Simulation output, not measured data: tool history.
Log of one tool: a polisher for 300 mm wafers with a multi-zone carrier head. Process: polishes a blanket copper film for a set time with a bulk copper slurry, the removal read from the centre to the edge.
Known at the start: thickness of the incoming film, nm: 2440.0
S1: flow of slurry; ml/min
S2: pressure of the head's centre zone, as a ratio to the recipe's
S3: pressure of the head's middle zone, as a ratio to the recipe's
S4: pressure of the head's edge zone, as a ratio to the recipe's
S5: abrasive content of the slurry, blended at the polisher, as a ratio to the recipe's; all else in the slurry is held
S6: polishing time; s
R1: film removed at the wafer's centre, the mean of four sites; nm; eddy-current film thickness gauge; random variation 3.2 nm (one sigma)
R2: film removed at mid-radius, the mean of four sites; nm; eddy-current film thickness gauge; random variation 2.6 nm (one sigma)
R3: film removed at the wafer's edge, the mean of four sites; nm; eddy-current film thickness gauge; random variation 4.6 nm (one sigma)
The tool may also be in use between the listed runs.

run,day,S1,S2,S3,S4,S5,S6,R1,R2,R3
1,0.000,130,1.00,1.00,1.00,1.00,64,634.40,692.11,691.42
2,0.079,130,1.00,0.94,1.00,1.00,64,634.44,657.68,689.57
3,0.158,130,1.00,0.98,1.00,1.00,64,640.73,684.41,681.76
4,0.196,130,1.00,0.98,0.94,1.00,64,641.04,696.14,685.32
5,0.296,130,1.01,0.97,0.94,0.95,60,591.80,638.51,626.69
# day 0.504: centre zone pressure recalibrated
6,0.504,130,1.02,0.95,0.94,0.90,57,602.38,583.20,587.56
7,0.592,125,1.00,0.94,0.94,0.85,55,561.12,540.90,563.65
8,0.879,125,0.99,0.94,0.93,0.80,53,535.36,521.85,525.36
9,1.104,120,0.98,0.93,0.93,0.75,52,501.09,496.26,515.38
10,1.371,120,0.97,0.92,0.92,0.70,50,478.24,468.98,480.17
11,1.721,120,0.96,0.91,0.91,0.70,49,458.09,448.04,476.74
12,2.000,120,0.96,0.90,0.90,0.70,48,449.57,443.19,453.85
13,2.312,115,0.96,0.89,0.90,0.70,47,447.32,424.34,444.13
14,2.583,110,0.95,0.88,0.89,0.70,47,431.23,417.23,434.50
15,2.783,110,0.95,0.87,0.89,0.70,47,433.82,410.29,437.22
16,3.012,105,0.95,0.86,0.88,0.70,47,430.08,407.03,443.41
17,3.054,115,0.98,0.83,0.85,0.50,37,328.25,297.19,317.61
18,3.321,120,0.99,0.84,0.87,0.50,37,333.23,296.53,323.18
19,3.688,120,1.00,0.85,0.88,0.50,37,338.80,301.09,323.68
20,4.042,120,1.00,0.86,0.90,0.50,37,338.46,305.12,334.97

Forecast run 21:
21,4.167,120,1.00,0.86,0.90,0.50,37,?,?,?

R1: 333.75 nm
R2: 301.43 nm
R3: 330.08 nm
